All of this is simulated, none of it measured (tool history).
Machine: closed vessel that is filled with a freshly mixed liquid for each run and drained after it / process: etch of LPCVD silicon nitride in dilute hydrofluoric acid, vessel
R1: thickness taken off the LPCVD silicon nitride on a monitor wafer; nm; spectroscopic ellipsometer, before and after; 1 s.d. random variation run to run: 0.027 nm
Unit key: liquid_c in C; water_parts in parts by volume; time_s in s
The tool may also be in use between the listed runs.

{"run": 1, "day": 0.0, "liquid_c": 24, "water_parts": 290, "time_s": 2885, "R1": 5.0063}
{"run": 2, "day": 0.25, "liquid_c": 22, "water_parts": 305, "time_s": 2885, "R1": 4.2417}
{"run": 3, "day": 0.392, "liquid_c": 20, "water_parts": 305, "time_s": 2885, "R1": 3.7109}
{"run": 4, "day": 0.75, "liquid_c": 19, "water_parts": 310, "time_s": 2885, "R1": 3.424}
{"run": 5, "day": 1.042, "liquid_c": 19, "water_parts": 225, "time_s": 2885, "R1": 4.6005}
{"run": 6, "day": 1.304, "liquid_c": 19, "water_parts": 225, "time_s": 2885, "R1": 4.6583}

Forecast run 7:
{"run": 7, "day": 1.612, "liquid_c": 19, "water_parts": 225, "time_s": 2885, "R1": "?"}

{"run 7": {"R1": 4.6692}}
